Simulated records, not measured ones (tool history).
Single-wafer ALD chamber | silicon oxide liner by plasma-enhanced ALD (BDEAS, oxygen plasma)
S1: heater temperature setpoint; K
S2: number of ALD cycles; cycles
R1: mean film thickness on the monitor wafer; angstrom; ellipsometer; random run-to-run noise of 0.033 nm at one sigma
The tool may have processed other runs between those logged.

run 1 hour=0.0 | S1=593.15 S2=82 | R1=75.046
run 2 hour=6.0 | S1=599.15 S2=82 | R1=74.309
run 3 hour=9.8 | S1=599.15 S2=81 | R1=72.772
run 4 hour=11.3 | S1=600.15 S2=81 | R1=72.933
run 5 hour=14.4 | S1=600.15 S2=89 | R1=79.728
run 6 hour=17.6 | S1=601.15 S2=88 | R1=79.158

Run 7, settings as shown, results not yet in. Your forecast:
run 7 hour=19.2 | S1=602.15 S2=87 | R1=?

For run 7 the tool returned R1 77.428 angstrom.
